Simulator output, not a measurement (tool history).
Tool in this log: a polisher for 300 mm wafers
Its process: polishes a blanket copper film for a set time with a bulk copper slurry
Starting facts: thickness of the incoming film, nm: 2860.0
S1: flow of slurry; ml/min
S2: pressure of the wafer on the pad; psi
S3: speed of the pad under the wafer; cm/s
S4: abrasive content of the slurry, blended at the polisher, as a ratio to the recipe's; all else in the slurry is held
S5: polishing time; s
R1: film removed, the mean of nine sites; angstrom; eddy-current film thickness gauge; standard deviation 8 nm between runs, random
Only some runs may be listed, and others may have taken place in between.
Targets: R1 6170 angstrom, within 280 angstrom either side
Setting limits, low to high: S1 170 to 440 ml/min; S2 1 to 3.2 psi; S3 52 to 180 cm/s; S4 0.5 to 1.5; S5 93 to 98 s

| run | hour | S1 | S2 | S3 | S4 | S5 | R1 |
|---|---|---|---|---|---|---|---|
| 1 | 0 | 280 | 2.1 | 116 | 1 | 93 | 7667.4 |
| 2 | 5.2 | 280 | 2 | 116 | 1 | 93 | 7422.2 |
| 3 | 6.9 | 280 | 2 | 100 | 1 | 93 | 6483.4 |
| 4 | 13.1 | 280 | 1.6 | 100 | 1 | 93 | 5292.5 |
| 5 | 17.4 | 280 | 1.6 | 78 | 1 | 93 | 4406.3 |
| 6 | 26.3 | 280 | 1.3 | 78 | 1 | 93 | 3570.9 |
| 7 | 33.6 | 280 | 1.5 | 78 | 1 | 93 | 4066.1 |
| 8 | 35.6 | 280 | 1.7 | 78 | 1 | 93 | 4665.8 |
| 9 | 41.1 | 280 | 1.8 | 78 | 1 | 93 | 4910 |
| 10 | 44.9 | 280 | 1.9 | 78 | 1 | 93 | 5110.2 |
| 11 | 50.7 | 280 | 2 | 78 | 1 | 93 | 5292.4 |
| 12 | 52.1 | 280 | 2.4 | 80 | 1 | 93 | 6387.9 |

Which single option among these 4 for the next run brings every result within its allowed miss of target? Just one does.
| A | 53.5 | 280 | 2.2 | 72 | 1.15 | 98 | ? |
| B | 53.5 | 250 | 2.3 | 90 | 1.1 | 93 | ? |
| C | 53.5 | 250 | 2.1 | 76 | 1 | 93 | ? |
| D | 53.5 | 265 | 2.6 | 76 | 0.95 | 93 | ? |

| move | R1 |
|---|---|
| A | 6109.4 |
| B | 7003.6 |
| C | 5574 |
| D | 6845.1 |
A: meets every target
B: its largest miss is bigger than the last run's
C: moves the result that the last run missed by most past its target, out the other side
D: its largest miss is bigger than the last run's
The right move is A.
